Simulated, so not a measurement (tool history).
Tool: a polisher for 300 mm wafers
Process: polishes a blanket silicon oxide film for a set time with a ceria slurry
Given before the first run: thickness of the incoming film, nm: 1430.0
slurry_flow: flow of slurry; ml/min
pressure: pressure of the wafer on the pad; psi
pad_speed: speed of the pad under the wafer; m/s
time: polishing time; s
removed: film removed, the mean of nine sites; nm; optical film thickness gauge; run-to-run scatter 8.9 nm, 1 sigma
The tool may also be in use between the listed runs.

run,hour,slurry_flow,pressure,pad_speed,time,removed
1,0.0,205,4.1,1.00,77,436.37
2,8.9,205,4.8,1.02,77,521.44
3,15.0,205,4.8,1.02,77,501.58
4,21.9,205,5.3,1.06,77,583.75
5,28.6,205,5.6,1.08,77,633.19
6,32.5,205,5.6,1.08,77,615.54

Run 7 is up next; what results do you expect?
7,35.1,205,5.8,1.10,77,?

Logged for run 7: removed 660.74 nm.

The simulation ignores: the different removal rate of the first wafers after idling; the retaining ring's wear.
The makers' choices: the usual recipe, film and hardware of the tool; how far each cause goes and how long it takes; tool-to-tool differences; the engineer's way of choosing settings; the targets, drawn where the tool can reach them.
